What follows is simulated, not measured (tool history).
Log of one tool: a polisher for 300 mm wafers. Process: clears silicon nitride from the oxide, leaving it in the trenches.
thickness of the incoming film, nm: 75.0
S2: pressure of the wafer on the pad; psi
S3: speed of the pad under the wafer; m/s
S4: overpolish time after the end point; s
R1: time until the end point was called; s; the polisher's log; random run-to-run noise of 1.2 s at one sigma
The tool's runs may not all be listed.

{"run": 1, "day": 0.0, "flow of slurry (ml/min)": 180, "S2": 2.1, "S3": 1.0, "S4": 4, "R1": 120.28}
{"run": 2, "day": 0.229, "flow of slurry (ml/min)": 180, "S2": 2.1, "S3": 1.22, "S4": 4, "R1": 99.623}
{"run": 3, "day": 0.583, "flow of slurry (ml/min)": 180, "S2": 2.1, "S3": 1.22, "S4": 4, "R1": 98.248}
{"run": 4, "day": 0.612, "flow of slurry (ml/min)": 175, "S2": 2.0, "S3": 1.22, "S4": 4, "R1": 103.07}
{"run": 5, "day": 0.883, "flow of slurry (ml/min)": 220, "S2": 2.0, "S3": 1.22, "S4": 4, "R1": 101.8}
{"run": 6, "day": 1.0, "flow of slurry (ml/min)": 265, "S2": 2.0, "S3": 1.22, "S4": 4, "R1": 98.904}
{"run": 7, "day": 1.308, "flow of slurry (ml/min)": 265, "S2": 1.9, "S3": 1.22, "S4": 4, "R1": 103.91}
{"run": 8, "day": 1.683, "flow of slurry (ml/min)": 265, "S2": 1.8, "S3": 1.22, "S4": 4, "R1": 110.47}
{"run": 9, "day": 1.746, "flow of slurry (ml/min)": 265, "S2": 1.7, "S3": 1.22, "S4": 4, "R1": 116.17}

Run 10, settings as shown, results not yet in. Your forecast:
{"run": 10, "day": 2.092, "flow of slurry (ml/min)": 215, "S2": 1.1, "S3": 1.22, "S4": 4, "R1": "?"}

{"run 10": {"R1": 180.25}}
